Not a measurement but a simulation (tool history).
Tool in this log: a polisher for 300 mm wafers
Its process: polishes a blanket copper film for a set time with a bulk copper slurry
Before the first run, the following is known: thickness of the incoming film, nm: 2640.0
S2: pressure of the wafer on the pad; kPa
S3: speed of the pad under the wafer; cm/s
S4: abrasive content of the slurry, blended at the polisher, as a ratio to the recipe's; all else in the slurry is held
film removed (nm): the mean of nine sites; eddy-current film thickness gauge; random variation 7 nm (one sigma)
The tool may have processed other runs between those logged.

Run 1, day 0: flow of slurry (ml/min) 185, S2 17.2 kPa, S3 102 cm/s, S4 1, polishing time (s) 72. Result: film removed (nm) 563.45.
Run 2, day 0.121: flow of slurry (ml/min) 215, S2 17.2 kPa, S3 102 cm/s, S4 1, polishing time (s) 72. Result: film removed (nm) 578.01.
Run 3, day 0.417: flow of slurry (ml/min) 220, S2 18.6 kPa, S3 102 cm/s, S4 1, polishing time (s) 72. Result: film removed (nm) 631.53.
Run 4, day 0.75: flow of slurry (ml/min) 220, S2 16.5 kPa, S3 102 cm/s, S4 1, polishing time (s) 72. Result: film removed (nm) 558.26.
Run 5, day 0.817: flow of slurry (ml/min) 220, S2 16.5 kPa, S3 112 cm/s, S4 1, polishing time (s) 72. Result: film removed (nm) 615.89.
Run 6, day 1.1: flow of slurry (ml/min) 245, S2 16.5 kPa, S3 112 cm/s, S4 1, polishing time (s) 72. Result: film removed (nm) 627.94.
Run 7, day 1.392: flow of slurry (ml/min) 265, S2 21.4 kPa, S3 114 cm/s, S4 1, polishing time (s) 72. Result: film removed (nm) 828.71.
Run 8, day 1.708: flow of slurry (ml/min) 265, S2 22.1 kPa, S3 114 cm/s, S4 1, polishing time (s) 72. Result: film removed (nm) 852.96.

Run 9 is up next; what results do you expect?
Run 9, day 1.883: flow of slurry (ml/min) 265, S2 22.8 kPa, S3 114 cm/s, S4 1, polishing time (s) 72. Result: film removed (nm) ?.

Run 9 yielded film removed (nm) 862.84.
